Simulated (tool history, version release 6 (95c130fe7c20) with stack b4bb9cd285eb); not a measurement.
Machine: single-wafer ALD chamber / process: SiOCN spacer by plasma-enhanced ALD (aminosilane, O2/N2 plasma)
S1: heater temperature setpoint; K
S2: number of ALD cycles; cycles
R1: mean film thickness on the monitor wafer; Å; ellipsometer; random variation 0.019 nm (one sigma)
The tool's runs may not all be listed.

| run | day | S1 | S2 | R1 |
|---|---|---|---|---|
| 1 | 0 | 683.15 | 65 | 39.732 |
| 2 | 0.225 | 683.15 | 71 | 42.99 |
| 3 | 0.421 | 683.15 | 63 | 38.442 |
| 4 | 0.688 | 684.15 | 62 | 37.515 |
| 5 | 0.8 | 686.15 | 62 | 37.13 |
| 6 | 0.825 | 686.15 | 68 | 41.002 |
| 7 | 1.075 | 687.15 | 67 | 40.332 |
| 8 | 1.104 | 688.15 | 66 | 39.729 |
| 9 | 1.35 | 688.15 | 65 | 38.914 |
| 10 | 1.683 | 689.15 | 64 | 37.969 |
| 11 | 1.946 | 690.15 | 64 | 38.138 |
| 12 | 2.033 | 691.15 | 63 | 37.313 |
| 13 | 2.067 | 692.15 | 63 | 37.062 |
| 14 | 2.125 | 693.15 | 63 | 37.446 |
| 15 | 2.225 | 693.15 | 62 | 36.835 |

Forecast run 16:
| 16 | 2.304 | 695.15 | 60 | ? |

Run 16 measured R1 35.19 Å.
